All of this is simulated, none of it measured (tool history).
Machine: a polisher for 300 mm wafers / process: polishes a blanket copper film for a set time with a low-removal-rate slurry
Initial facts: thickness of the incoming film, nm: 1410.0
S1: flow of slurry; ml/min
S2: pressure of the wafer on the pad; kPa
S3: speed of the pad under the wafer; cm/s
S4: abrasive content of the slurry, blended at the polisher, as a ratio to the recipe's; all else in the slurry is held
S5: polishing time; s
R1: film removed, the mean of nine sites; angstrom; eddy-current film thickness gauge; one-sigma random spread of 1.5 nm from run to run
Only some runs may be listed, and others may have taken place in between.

run 1 day=0.000 | S1=285 S2=14.5 S3=136 S4=1.00 S5=105 | R1=3628.4
run 2 day=0.333 | S1=285 S2=14.5 S3=136 S4=1.00 S5=111 | R1=3854.9
run 3 day=0.675 | S1=260 S2=14.5 S3=136 S4=1.00 S5=111 | R1=3796.6
run 4 day=1.017 | S1=260 S2=14.5 S3=136 S4=1.10 S5=111 | R1=3908.8
run 5 day=1.300 | S1=260 S2=14.5 S3=136 S4=0.95 S5=111 | R1=3741.7
run 6 day=1.421 | S1=245 S2=12.4 S3=136 S4=0.95 S5=111 | R1=3219.0
run 7 day=1.708 | S1=235 S2=11.0 S3=136 S4=0.95 S5=111 | R1=2864.2
run 8 day=1.825 | S1=210 S2=6.9 S3=136 S4=0.95 S5=111 | R1=1803.2
run 9 day=2.154 | S1=235 S2=7.6 S3=136 S4=0.95 S5=111 | R1=1992.8
run 10 day=2.379 | S1=255 S2=7.6 S3=136 S4=0.95 S5=111 | R1=2000.6
run 11 day=2.721 | S1=265 S2=7.6 S3=136 S4=0.95 S5=111 | R1=2006.3
run 12 day=3.096 | S1=270 S2=7.6 S3=136 S4=0.95 S5=111 | R1=2024.9
run 13 day=3.446 | S1=270 S2=7.6 S3=136 S4=0.95 S5=111 | R1=2009.6
run 14 day=3.725 | S1=275 S2=7.6 S3=136 S4=0.95 S5=111 | R1=2017.7
run 15 day=3.896 | S1=305 S2=9.0 S3=136 S4=0.95 S5=111 | R1=2426.9
run 16 day=4.088 | S1=285 S2=9.0 S3=136 S4=0.95 S5=111 | R1=2375.8
run 17 day=4.450 | S1=270 S2=9.0 S3=136 S4=0.95 S5=111 | R1=2381.3

Run 18 is up next; what results do you expect?
run 18 day=4.708 | S1=255 S2=9.0 S3=136 S4=0.95 S5=111 | R1=?

{"run 18": {"R1": 2360.5}}

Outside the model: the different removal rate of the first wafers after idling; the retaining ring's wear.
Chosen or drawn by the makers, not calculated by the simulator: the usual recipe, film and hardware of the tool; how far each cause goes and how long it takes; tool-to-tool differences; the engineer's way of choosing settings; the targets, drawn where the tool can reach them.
